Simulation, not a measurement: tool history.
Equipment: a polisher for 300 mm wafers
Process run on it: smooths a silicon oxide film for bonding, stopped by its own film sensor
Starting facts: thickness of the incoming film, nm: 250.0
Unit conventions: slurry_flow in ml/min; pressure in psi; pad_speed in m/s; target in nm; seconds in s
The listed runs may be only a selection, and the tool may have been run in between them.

run,hour,slurry_flow,pressure,pad_speed,slurry_solids,target,seconds
1,0.0,285,2.6,1.16,1.00,178,69.153
2,0.9,285,2.8,1.18,1.00,178,63.675
3,6.3,285,2.8,1.18,0.85,178,67.915
4,13.1,285,2.8,1.18,0.85,178,68.080
5,14.1,285,3.0,1.20,0.85,178,64.737
6,20.7,285,3.0,1.20,0.95,178,61.295
7,23.9,285,3.1,1.22,0.95,178,56.543
8,29.7,285,3.2,1.22,0.95,178,54.974
9,36.7,285,3.3,1.22,0.95,178,55.103

Estimate the outcome of run 10 from the log above:
10,37.4,285,3.4,1.24,0.95,178,?

seconds: 51.722 s
